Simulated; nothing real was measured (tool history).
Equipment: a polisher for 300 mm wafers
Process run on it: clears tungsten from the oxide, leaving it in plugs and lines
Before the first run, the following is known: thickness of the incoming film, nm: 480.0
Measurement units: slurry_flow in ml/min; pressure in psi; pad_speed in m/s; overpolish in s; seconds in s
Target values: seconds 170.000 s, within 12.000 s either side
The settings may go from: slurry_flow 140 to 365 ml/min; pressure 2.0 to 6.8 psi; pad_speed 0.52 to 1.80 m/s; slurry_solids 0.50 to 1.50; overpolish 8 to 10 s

run,hour,slurry_flow,pressure,pad_speed,slurry_solids,overpolish,seconds
1,0.0,235,4.4,1.16,1.00,10,74.749
2,7.0,235,5.5,1.16,1.00,10,60.367
3,10.6,235,4.6,1.16,1.00,10,74.076
4,17.2,235,5.0,1.16,1.00,10,66.238
5,18.1,235,4.5,1.08,1.00,10,79.651
6,23.9,235,4.1,1.02,1.00,10,87.084
7,26.7,235,3.7,0.94,1.00,10,103.150
8,28.7,235,3.4,0.90,1.00,10,117.240
9,30.9,235,3.2,0.88,1.00,10,127.480
10,39.5,235,3.0,0.88,1.00,10,133.410
11,40.8,235,2.0,0.82,1.00,10,199.900
12,49.2,235,2.0,0.82,1.00,10,201.230
13,57.4,235,2.1,0.82,1.00,10,198.420
14,65.6,235,2.2,0.82,1.00,10,180.210

Of the 5 settings listed for the next run, only one would bring every result within its allowed miss of target. Which one?
A,73.8,225,2.1,0.84,0.90,10,?
B,73.8,365,2.3,0.62,1.05,8,?
C,73.8,180,2.3,0.72,0.90,10,?
D,73.8,260,2.4,0.78,1.05,10,?
E,73.8,235,2.2,0.76,1.00,10,?

move,seconds
A,202.400
B,204.460
C,211.360
D,176.870
E,199.860
A: its largest miss is bigger than the last run's
B: its largest miss is bigger than the last run's
C: its largest miss is bigger than the last run's
D: each result inside its tolerance
E: its largest miss is bigger than the last run's
The right move is D.

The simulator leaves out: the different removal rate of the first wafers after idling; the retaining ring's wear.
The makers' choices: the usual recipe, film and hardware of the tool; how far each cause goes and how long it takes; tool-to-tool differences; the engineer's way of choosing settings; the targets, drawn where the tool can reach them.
